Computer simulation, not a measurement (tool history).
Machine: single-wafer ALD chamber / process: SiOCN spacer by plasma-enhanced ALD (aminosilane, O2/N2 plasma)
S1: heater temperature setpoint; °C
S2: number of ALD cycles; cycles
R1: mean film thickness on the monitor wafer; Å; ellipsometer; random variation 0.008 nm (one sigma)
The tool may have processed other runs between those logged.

run 1 hour=0.0 | S1=425 S2=32 | R1=19.398
run 2 hour=3.6 | S1=425 S2=30 | R1=18.252
run 3 hour=8.0 | S1=422 S2=31 | R1=18.953
run 4 hour=15.7 | S1=422 S2=28 | R1=17.214
run 5 hour=21.9 | S1=420 S2=30 | R1=18.598
run 6 hour=23.4 | S1=426 S2=30 | R1=18.083

Expected results for the next run?
run 7 hour=32.0 | S1=423 S2=31 | R1=?

R1: 18.821 Å
